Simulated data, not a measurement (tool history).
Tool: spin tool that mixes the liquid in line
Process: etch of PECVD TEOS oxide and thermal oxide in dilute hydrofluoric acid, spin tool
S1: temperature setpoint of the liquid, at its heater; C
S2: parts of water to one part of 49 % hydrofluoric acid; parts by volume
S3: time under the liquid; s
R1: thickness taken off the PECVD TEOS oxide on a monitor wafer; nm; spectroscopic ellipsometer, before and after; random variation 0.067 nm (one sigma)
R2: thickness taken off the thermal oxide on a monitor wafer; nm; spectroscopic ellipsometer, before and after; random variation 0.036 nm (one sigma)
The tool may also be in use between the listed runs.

run  hour    S1   S2  S3      R1      R2
  1     0    23  105  90  6.3576  3.9414
  2   6.6  23.5  105  90  6.5556    3.98
  3   9.7  26.5  105  90  7.2049  4.5459
  4  14.3  26.5  130  90  5.7563  3.5366
  5    17    27  130  90    5.96  3.5865
  6  18.1  27.5  130  90   5.914  3.7221
  7  21.4  27.5  125  90  6.2353  3.8333
  8  29.1    28  125  90  6.4374  3.8965
  9  37.3  28.5  125  90  6.4323  3.9421
 10  38.9    29  125  90  6.5939  4.0504

Run 11 comes next. What will it give?
 11  43.1  29.5  125  90   ?   ?

{"run 11": {"R1": 6.683, "R2": 4.1497}}
